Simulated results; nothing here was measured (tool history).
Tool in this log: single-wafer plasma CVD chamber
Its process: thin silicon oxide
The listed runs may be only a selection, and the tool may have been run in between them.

run  hour  heater temperature setpoint (°C)  chamber pressure (Pa)  RF power (kW)  deposition time (s)  mean film thickness on the monitor wafer (Å)
  1     0                               395                  119.7          0.345                 7.38                                        162.72
  2   8.5                               395                  123.7          0.345                 7.38                                        167.62
  3    16                               395                  123.7          0.385                 7.38                                        172.45
  4  22.2                               390                  123.7          0.385                 7.38                                        172.68
  5  28.2                               390                  123.7          0.385                 7.01                                        163.71
  6  32.8                               400                  123.7          0.385                 7.01                                        162.66
  7  34.8                               400                  127.7          0.385                 7.01                                        167.49

Estimate the outcome of run 8 from the log above:
  8  43.3                               400                  130.9          0.385                 7.01                                             ?

mean film thickness on the monitor wafer (Å): 171.3
